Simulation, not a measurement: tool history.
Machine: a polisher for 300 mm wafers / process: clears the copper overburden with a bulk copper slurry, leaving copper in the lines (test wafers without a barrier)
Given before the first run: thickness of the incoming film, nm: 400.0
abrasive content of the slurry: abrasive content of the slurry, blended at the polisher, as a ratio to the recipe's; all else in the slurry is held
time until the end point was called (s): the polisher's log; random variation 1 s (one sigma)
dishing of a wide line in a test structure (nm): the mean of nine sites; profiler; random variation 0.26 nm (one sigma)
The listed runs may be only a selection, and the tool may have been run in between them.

run    day  flow of slurry (ml/min)  pressure of the wafer on the pad (kPa)  speed of the pad under the wafer (m/s)  abrasive content of the slurry  overpolish time after the end point (s)  time until the end point was called (s)  dishing of a wide line in a test structure (nm)
  1  0.000                      200                                    13.1                                    0.90                            1.00                                       11                                   67.109                                           37.228
  2  0.358                      200                                    13.1                                    0.92                            1.00                                        9                                   66.612                                           32.934
  3  0.504                      200                                    13.1                                    0.92                            1.00                                       13                                   66.652                                           44.060
  4  0.542                      205                                    13.1                                    0.92                            1.00                                       11                                   65.659                                           38.985
  5  0.596                      190                                    13.1                                    0.92                            1.05                                        9                                   67.824                                           33.035
  6  0.775                      220                                    13.1                                    0.92                            1.05                                        9                                   68.152                                           33.816
  7  0.967                      205                                    13.1                                    0.92                            1.00                                        8                                   66.163                                           30.041
  8  1.275                      205                                    13.1                                    0.92                            0.90                                        7                                   69.360                                           25.947
  9  1.412                      205                                    15.9                                    0.96                            0.70                                        3                                   56.341                                           14.218
 10  1.562                      205                                    15.2                                    1.00                            0.75                                        3                                   57.196                                           14.173
 11  1.700                      205                                    15.2                                    0.98                            0.85                                        3                                   56.753                                           14.133
 12  1.800                      210                                    14.5                                    1.02                            0.90                                        3                                   57.688                                           14.115
 13  2.150                      210                                    14.5                                    0.98                            0.90                                        3                                   59.611                                           14.222
 14  2.504                      210                                    14.5                                    0.98                            0.90                                        4                                   59.331                                           17.906
 15  2.750                      220                                    14.5                                    0.98                            0.90                                        4                                   57.641                                           18.143
 16  3.075                      225                                    14.5                                    0.98                            0.90                                        4                                   58.513                                           18.383
 17  3.221                      225                                    13.8                                    0.96                            0.90                                        7                                   61.621                                           28.449

Run 18 comes next. What will it give?
     3.333  -- slurry blender recalibrated
 18  3.333                      215                                    13.8                                    0.96                            0.90                                        7                                        ?                                                ?

For run 18 the tool returned time until the end point was called (s) 59.146, dishing of a wide line in a test structure (nm) 29.076.

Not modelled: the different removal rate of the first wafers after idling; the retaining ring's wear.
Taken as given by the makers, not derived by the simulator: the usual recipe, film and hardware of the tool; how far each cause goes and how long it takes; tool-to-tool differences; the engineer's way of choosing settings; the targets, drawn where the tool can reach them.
